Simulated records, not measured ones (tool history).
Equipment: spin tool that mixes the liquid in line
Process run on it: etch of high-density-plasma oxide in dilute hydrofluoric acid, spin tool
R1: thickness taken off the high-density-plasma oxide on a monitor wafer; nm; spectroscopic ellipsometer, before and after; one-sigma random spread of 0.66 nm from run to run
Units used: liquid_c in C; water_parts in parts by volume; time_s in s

run 1 hour=0 | liquid_c=23 water_parts=70 time_s=315 | R1=40.349
run 2 hour=7 | liquid_c=25 water_parts=65 time_s=315 | R1=47.262
run 3 hour=16 | liquid_c=26.5 water_parts=60 time_s=315 | R1=56.002
run 4 hour=19 | liquid_c=27.5 water_parts=60 time_s=315 | R1=56.603
run 5 hour=24.4 | liquid_c=24.5 water_parts=60 time_s=315 | R1=50.516
run 6 hour=26.1 | liquid_c=26 water_parts=60 time_s=315 | R1=54.833

The next listed run, before its measurement:
run 7 hour=26.8 | liquid_c=27 water_parts=60 time_s=315 | R1=?

Run 7 measured R1 55.44 nm.
